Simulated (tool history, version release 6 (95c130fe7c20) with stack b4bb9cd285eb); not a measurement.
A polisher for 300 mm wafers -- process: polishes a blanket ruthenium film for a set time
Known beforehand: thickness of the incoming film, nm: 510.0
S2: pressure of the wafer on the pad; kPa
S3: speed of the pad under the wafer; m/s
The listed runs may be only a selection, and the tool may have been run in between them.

Run 1, hour 0.0: flow of slurry (ml/min) 165, S2 17.2 kPa, S3 1.04 m/s, polishing time (s) 28. Result: film removed (angstrom) 296.22.
Run 2, hour 2.4: flow of slurry (ml/min) 190, S2 17.2 kPa, S3 1.04 m/s, polishing time (s) 28. Result: film removed (angstrom) 303.78.
Run 3, hour 4.6: flow of slurry (ml/min) 190, S2 15.9 kPa, S3 1.04 m/s, polishing time (s) 28. Result: film removed (angstrom) 292.46.
Run 4, hour 12.5: flow of slurry (ml/min) 190, S2 15.9 kPa, S3 1.24 m/s, polishing time (s) 28. Result: film removed (angstrom) 323.09.
Run 5, hour 14.9: flow of slurry (ml/min) 190, S2 19.3 kPa, S3 1.24 m/s, polishing time (s) 28. Result: film removed (angstrom) 375.78.
Run 6, hour 16.2: flow of slurry (ml/min) 190, S2 19.3 kPa, S3 1.24 m/s, polishing time (s) 28. Result: film removed (angstrom) 376.79.
Run 7, hour 20.7: flow of slurry (ml/min) 190, S2 16.5 kPa, S3 1.20 m/s, polishing time (s) 28. Result: film removed (angstrom) 328.95.

Forecast run 8:
Run 8, hour 21.9: flow of slurry (ml/min) 185, S2 14.5 kPa, S3 1.16 m/s, polishing time (s) 28. Result: film removed (angstrom) ?.

film removed (angstrom): 284.47

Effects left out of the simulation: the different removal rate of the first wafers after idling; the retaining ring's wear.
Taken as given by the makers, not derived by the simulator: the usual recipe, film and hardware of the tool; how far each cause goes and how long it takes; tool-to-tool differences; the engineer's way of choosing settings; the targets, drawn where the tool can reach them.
